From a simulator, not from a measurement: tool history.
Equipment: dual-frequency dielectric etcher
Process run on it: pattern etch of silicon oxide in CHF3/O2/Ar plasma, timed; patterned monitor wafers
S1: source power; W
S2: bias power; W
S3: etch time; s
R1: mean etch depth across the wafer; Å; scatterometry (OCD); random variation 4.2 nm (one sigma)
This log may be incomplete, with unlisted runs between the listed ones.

run 1 hour=0 | S1=790 S2=191 S3=639.5 | R1=13286
run 2 hour=8.8 | S1=840 S2=191 S3=639.5 | R1=13611
run 3 hour=11.6 | S1=730 S2=182 S3=639.5 | R1=12652
run 4 hour=19.5 | S1=660 S2=179 S3=639.5 | R1=12001
run 5 hour=25.9 | S1=660 S2=179 S3=639.5 | R1=12036
run 6 hour=27.4 | S1=660 S2=179 S3=639.5 | R1=12033
run 7 hour=31.6 | S1=620 S2=178 S3=639.5 | R1=11772

Run 8 is up next; what results do you expect?
run 8 hour=36.1 | S1=480 S2=172 S3=639.5 | R1=?

R1: 10351 Å
